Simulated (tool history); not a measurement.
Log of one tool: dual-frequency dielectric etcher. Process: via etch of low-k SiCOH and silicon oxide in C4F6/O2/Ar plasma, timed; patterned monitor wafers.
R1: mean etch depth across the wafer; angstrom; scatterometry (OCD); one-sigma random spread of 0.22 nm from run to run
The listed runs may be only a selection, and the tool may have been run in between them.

Run 1, hour 0: source power (kW) 0.4, bias power (kW) 0.169, etch time (s) 47. Result: R1 1116 angstrom.
Run 2, hour 5.2: source power (kW) 0.4, bias power (kW) 0.169, etch time (s) 48.5. Result: R1 1151.1 angstrom.
Run 3, hour 11: source power (kW) 0.37, bias power (kW) 0.156, etch time (s) 48.5. Result: R1 1089.3 angstrom.
Run 4, hour 13.7: source power (kW) 0.34, bias power (kW) 0.147, etch time (s) 48.5. Result: R1 1036.2 angstrom.
Run 5, hour 19.2: source power (kW) 0.34, bias power (kW) 0.147, etch time (s) 47. Result: R1 1006.1 angstrom.
Run 6, hour 27.8: source power (kW) 0.32, bias power (kW) 0.141, etch time (s) 47. Result: R1 973.15 angstrom.
Run 7, hour 35.8: source power (kW) 0.3, bias power (kW) 0.137, etch time (s) 47. Result: R1 946.55 angstrom.

Run 8 has not been measured yet. What should we expect?
Run 8, hour 43.3: source power (kW) 0.29, bias power (kW) 0.134, etch time (s) 47. Result: R1 ?.

{"run 8": {"R1": 927.62}}

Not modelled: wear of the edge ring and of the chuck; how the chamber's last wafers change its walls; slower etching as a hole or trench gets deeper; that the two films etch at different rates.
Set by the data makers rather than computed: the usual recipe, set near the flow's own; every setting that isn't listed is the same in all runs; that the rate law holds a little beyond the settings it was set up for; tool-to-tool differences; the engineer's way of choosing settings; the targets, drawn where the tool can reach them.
